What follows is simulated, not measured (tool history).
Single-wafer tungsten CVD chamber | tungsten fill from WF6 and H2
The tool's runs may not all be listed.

run,hour,heater temperature setpoint (K),chamber pressure (mTorr),deposition time (s),mean film thickness on the monitor wafer (angstrom)
1,0,663.15,41000,26.7,685.54
2,5.4,663.15,46600,26.7,722.24
3,11.6,664.15,46600,26.7,736.85
4,13.9,664.15,46600,27.5,750.38
5,20.1,670.15,46600,27.5,839.52
6,27.3,671.15,46600,27.5,849.02
7,30.9,672.15,46600,27.5,863.6

Run 8 comes next. What will it give?
8,32.4,673.15,46600,27.5,?

Run 8 gave mean film thickness on the monitor wafer (angstrom) 880.17.
